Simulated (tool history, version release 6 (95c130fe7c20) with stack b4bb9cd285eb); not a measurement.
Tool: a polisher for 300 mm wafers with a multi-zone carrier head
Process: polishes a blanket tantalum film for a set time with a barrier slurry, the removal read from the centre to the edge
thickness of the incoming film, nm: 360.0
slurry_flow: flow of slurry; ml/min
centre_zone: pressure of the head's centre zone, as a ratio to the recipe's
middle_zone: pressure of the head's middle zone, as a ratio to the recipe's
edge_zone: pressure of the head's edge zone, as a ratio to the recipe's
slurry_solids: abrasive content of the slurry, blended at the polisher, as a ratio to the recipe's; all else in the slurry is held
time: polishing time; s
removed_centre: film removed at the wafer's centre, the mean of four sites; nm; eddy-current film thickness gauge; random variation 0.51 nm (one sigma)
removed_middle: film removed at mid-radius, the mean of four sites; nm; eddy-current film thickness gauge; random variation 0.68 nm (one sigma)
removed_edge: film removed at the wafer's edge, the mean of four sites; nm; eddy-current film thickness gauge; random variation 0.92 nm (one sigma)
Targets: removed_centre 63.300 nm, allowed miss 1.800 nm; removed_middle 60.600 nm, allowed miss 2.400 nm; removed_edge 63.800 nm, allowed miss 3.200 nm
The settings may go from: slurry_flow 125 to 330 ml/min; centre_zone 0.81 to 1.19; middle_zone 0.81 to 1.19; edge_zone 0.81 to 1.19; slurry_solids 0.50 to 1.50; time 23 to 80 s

run 1 hour=0.0 | slurry_flow=210 centre_zone=1.00 middle_zone=1.00 edge_zone=1.00 slurry_solids=1.00 time=51 | removed_centre=55.196 removed_middle=54.951 removed_edge=56.481
run 2 hour=3.2 | slurry_flow=215 centre_zone=1.01 middle_zone=1.00 edge_zone=1.01 slurry_solids=1.00 time=51 | removed_centre=56.190 removed_middle=54.576 removed_edge=57.239
run 3 hour=9.7 | slurry_flow=220 centre_zone=1.01 middle_zone=1.01 edge_zone=1.02 slurry_solids=1.00 time=51 | removed_centre=56.559 removed_middle=55.902 removed_edge=56.377
run 4 hour=14.1 | slurry_flow=220 centre_zone=1.01 middle_zone=1.01 edge_zone=1.02 slurry_solids=1.05 time=51 | removed_centre=57.375 removed_middle=56.715 removed_edge=57.279
run 5 hour=20.1 | slurry_flow=220 centre_zone=1.01 middle_zone=1.01 edge_zone=1.02 slurry_solids=0.85 time=51 | removed_centre=53.636 removed_middle=53.036 removed_edge=52.753
run 6 hour=23.6 | slurry_flow=220 centre_zone=1.06 middle_zone=1.01 edge_zone=1.02 slurry_solids=0.85 time=51 | removed_centre=56.206 removed_middle=51.976 removed_edge=53.903
run 7 hour=29.7 | slurry_flow=220 centre_zone=1.06 middle_zone=1.01 edge_zone=1.03 slurry_solids=0.90 time=51 | removed_centre=57.275 removed_middle=54.299 removed_edge=54.978
run 8 hour=31.0 | slurry_flow=220 centre_zone=1.06 middle_zone=1.01 edge_zone=1.04 slurry_solids=0.95 time=51 | removed_centre=58.127 removed_middle=54.971 removed_edge=56.754
run 9 hour=37.2 | slurry_flow=220 centre_zone=1.06 middle_zone=1.01 edge_zone=1.05 slurry_solids=0.95 time=51 | removed_centre=58.770 removed_middle=54.229 removed_edge=56.208
run 10 hour=45.2 | slurry_flow=220 centre_zone=1.06 middle_zone=1.01 edge_zone=1.05 slurry_solids=1.00 time=51 | removed_centre=59.288 removed_middle=55.886 removed_edge=57.178
run 11 hour=49.0 | slurry_flow=220 centre_zone=1.06 middle_zone=1.01 edge_zone=1.05 slurry_solids=1.05 time=51 | removed_centre=60.281 removed_middle=56.719 removed_edge=58.298

Which of these 5 next moves meets every target?
run A hour=52.8 | slurry_flow=125 centre_zone=0.87 middle_zone=0.95 edge_zone=1.09 slurry_solids=1.25 time=61 | removed_centre=? removed_middle=? removed_edge=?
run B hour=52.8 | slurry_flow=240 centre_zone=1.02 middle_zone=0.99 edge_zone=1.05 slurry_solids=1.30 time=52 | removed_centre=? removed_middle=? removed_edge=?
run C hour=52.8 | slurry_flow=195 centre_zone=0.97 middle_zone=1.10 edge_zone=1.06 slurry_solids=1.20 time=54 | removed_centre=? removed_middle=? removed_edge=?
run D hour=52.8 | slurry_flow=145 centre_zone=0.84 middle_zone=0.95 edge_zone=1.04 slurry_solids=1.35 time=61 | removed_centre=? removed_middle=? removed_edge=?
run E hour=52.8 | slurry_flow=175 centre_zone=0.90 middle_zone=0.96 edge_zone=1.05 slurry_solids=1.05 time=65 | removed_centre=? removed_middle=? removed_edge=?

move=A removed_centre=58.770 removed_middle=65.781 removed_edge=72.520
move=B removed_centre=63.902 removed_middle=61.837 removed_edge=64.291
move=C removed_centre=60.424 removed_middle=65.509 removed_edge=64.608
move=D removed_centre=58.912 removed_middle=68.203 removed_edge=73.120
move=E removed_centre=63.906 removed_middle=69.234 removed_edge=73.780
A: takes the result that was furthest off past its target
B: meets every target
C: brings the result that was furthest off to its target, and leaves another outside
D: takes the result that was furthest off past its target
E: takes the result that was furthest off past its target
Answer: B

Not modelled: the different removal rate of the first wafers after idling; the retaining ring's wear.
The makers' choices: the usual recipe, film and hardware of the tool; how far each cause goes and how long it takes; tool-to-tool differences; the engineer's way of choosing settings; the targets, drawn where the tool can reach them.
